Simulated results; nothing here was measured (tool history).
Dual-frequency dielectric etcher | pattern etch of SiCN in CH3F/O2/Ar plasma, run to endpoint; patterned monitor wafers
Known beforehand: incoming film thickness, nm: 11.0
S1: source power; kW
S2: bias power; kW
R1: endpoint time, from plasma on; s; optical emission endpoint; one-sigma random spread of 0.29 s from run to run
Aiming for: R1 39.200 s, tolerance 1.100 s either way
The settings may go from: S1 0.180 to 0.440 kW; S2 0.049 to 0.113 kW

| run | day | S1 | S2 | R1 |
|---|---|---|---|---|
| 1 | 0.000 | 0.310 | 0.081 | 33.492 |
| 2 | 0.050 | 0.290 | 0.079 | 34.952 |
| 3 | 0.329 | 0.290 | 0.090 | 32.419 |
| 4 | 0.467 | 0.250 | 0.090 | 34.385 |
| 5 | 0.683 | 0.240 | 0.088 | 35.380 |
| 6 | 0.933 | 0.230 | 0.087 | 36.396 |
| 7 | 1.142 | 0.180 | 0.083 | 41.164 |
| 8 | 1.438 | 0.190 | 0.083 | 40.365 |

4 candidate next runs follow, results not yet known. Just one meets every target within its allowed miss. Identify it.
| A | 1.733 | 0.180 | 0.082 | ? |
| B | 1.733 | 0.200 | 0.085 | ? |
| C | 1.733 | 0.180 | 0.081 | ? |
| D | 1.733 | 0.180 | 0.084 | ? |

| move | R1 |
|---|---|
| A | 41.726 |
| B | 39.082 |
| C | 41.997 |
| D | 41.202 |
A: misses by more than the last run did
B: each result inside its tolerance
C: misses by more than the last run did
D: misses by more than the last run did
Answer: B

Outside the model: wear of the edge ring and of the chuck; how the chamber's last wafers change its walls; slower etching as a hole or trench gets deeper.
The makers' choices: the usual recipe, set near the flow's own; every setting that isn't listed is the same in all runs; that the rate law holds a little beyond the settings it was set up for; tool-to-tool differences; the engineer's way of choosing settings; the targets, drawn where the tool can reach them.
